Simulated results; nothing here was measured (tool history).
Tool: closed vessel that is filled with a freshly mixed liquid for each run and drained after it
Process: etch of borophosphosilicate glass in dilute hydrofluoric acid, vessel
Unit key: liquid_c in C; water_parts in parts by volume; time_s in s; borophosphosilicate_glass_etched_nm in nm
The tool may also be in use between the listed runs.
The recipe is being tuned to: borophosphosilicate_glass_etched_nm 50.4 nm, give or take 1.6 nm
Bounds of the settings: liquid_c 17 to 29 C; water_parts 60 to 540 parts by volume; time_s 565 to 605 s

run,day,liquid_c,water_parts,time_s,borophosphosilicate_glass_etched_nm
1,0,21,300,565,83.199
2,0.333,20.5,315,565,75.909
3,0.696,24,315,565,85.955
4,0.958,21,315,565,78.152
5,1.075,22,315,565,81.52
6,1.45,24.5,315,565,89.087
7,1.629,23.5,330,565,79.972
8,1.788,22.5,340,565,74.911
9,1.983,21.5,350,565,69.577
10,2.346,21,360,565,66.071
11,2.4,20.5,365,565,62.795
12,2.725,20,370,565,60.737
13,3.075,19.5,375,565,58.502

Which one of the following 5 next-run settings gets every result inside its allowed miss? There is exactly one.
A,3.425,25,445,565,?
B,3.425,17.5,385,580,?
C,3.425,19,400,580,?
D,3.425,20.5,430,565,?
E,3.425,20.5,420,585,?

move,borophosphosilicate_glass_etched_nm
A,56.307
B,54.962
C,55.04
D,51.126
E,54.673
A: closes in on the targets versus the last run, not all within tolerance yet
B: closes in on the targets versus the last run, not all within tolerance yet
C: closes in on the targets versus the last run, not all within tolerance yet
D: every result lands within tolerance
E: closes in on the targets versus the last run, not all within tolerance yet
The move that meets every target is D.
